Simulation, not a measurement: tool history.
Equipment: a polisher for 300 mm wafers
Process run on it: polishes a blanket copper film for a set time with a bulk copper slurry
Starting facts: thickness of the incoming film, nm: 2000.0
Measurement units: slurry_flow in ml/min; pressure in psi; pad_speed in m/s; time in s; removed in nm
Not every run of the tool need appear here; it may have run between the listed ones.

run,day,slurry_flow,pressure,pad_speed,slurry_solids,time,removed
1,0.000,250,3.0,1.18,1.00,34,480.31
2,0.338,250,3.2,1.18,1.00,34,515.56
3,0.425,250,3.2,1.18,0.85,34,495.98
4,0.625,250,3.4,1.18,0.85,34,532.11
5,0.683,250,4.1,1.18,0.85,34,634.56
6,0.888,250,4.2,1.18,0.85,34,653.63

Estimate the outcome of run 7 from the log above:
7,1.075,250,4.2,1.18,0.85,34,?

removed: 644.93 nm

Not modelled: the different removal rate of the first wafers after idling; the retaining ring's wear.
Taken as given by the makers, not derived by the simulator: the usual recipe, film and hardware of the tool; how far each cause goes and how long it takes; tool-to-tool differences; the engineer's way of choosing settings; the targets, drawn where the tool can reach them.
